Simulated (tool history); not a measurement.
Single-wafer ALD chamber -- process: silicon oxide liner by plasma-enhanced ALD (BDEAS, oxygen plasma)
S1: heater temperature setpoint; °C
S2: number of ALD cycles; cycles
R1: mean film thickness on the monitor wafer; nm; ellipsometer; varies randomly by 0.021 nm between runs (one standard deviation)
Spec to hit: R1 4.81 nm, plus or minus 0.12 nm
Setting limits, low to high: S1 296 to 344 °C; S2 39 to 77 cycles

| run | hour | S1 | S2 | R1 |
|---|---|---|---|---|
| 1 | 0 | 320 | 58 | 5.417 |
| 2 | 7.5 | 314 | 58 | 5.4457 |
| 3 | 11.1 | 314 | 66 | 6.1711 |
| 4 | 17.3 | 314 | 61 | 5.6773 |
| 5 | 24 | 322 | 61 | 5.6242 |
| 6 | 29.9 | 323 | 58 | 5.3719 |
| 7 | 34.4 | 323 | 56 | 5.2385 |
| 8 | 38.4 | 323 | 56 | 5.1701 |
| 9 | 42.9 | 323 | 56 | 5.1747 |
| 10 | 50.2 | 323 | 55 | 5.1131 |
| 11 | 51.8 | 323 | 54 | 4.9946 |

Of the 5 settings listed for the next run, only one would bring every result within its allowed miss of target. Which one?
| A | 53.4 | 329 | 52 | ? |
| B | 53.4 | 328 | 57 | ? |
| C | 53.4 | 322 | 49 | ? |
| D | 53.4 | 323 | 55 | ? |
| E | 53.4 | 324 | 56 | ? |

| move | R1 |
|---|---|
| A | 4.7848 |
| B | 5.2516 |
| C | 4.5492 |
| D | 5.0998 |
| E | 5.1859 |
A: meets every target
B: further off than the last run
C: takes the biggest miss from the last run beyond its target
D: further off than the last run
E: further off than the last run
Correct choice: A, which meets every target

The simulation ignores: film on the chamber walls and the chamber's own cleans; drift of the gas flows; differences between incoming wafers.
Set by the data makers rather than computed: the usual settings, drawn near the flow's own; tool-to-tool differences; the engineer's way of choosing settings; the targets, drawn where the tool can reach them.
